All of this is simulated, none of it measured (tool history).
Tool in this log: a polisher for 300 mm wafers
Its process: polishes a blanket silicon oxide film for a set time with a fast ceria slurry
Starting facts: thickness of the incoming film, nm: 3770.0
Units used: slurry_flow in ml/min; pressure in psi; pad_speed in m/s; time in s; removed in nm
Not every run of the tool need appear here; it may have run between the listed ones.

run,hour,slurry_flow,pressure,pad_speed,time,removed
1,0.0,175,1.8,0.76,37,293.67
2,8.9,175,1.7,0.76,37,279.69
3,10.0,175,1.6,0.76,37,258.64
4,13.6,175,1.5,0.76,37,248.62
5,20.3,175,1.8,0.76,37,300.34
6,22.2,175,1.7,0.76,37,275.88
7,30.7,175,1.6,0.76,37,258.59

What does the tool deliver on the next run?
8,33.9,175,1.5,0.76,37,?

{"run 8": {"removed": 250.64}}

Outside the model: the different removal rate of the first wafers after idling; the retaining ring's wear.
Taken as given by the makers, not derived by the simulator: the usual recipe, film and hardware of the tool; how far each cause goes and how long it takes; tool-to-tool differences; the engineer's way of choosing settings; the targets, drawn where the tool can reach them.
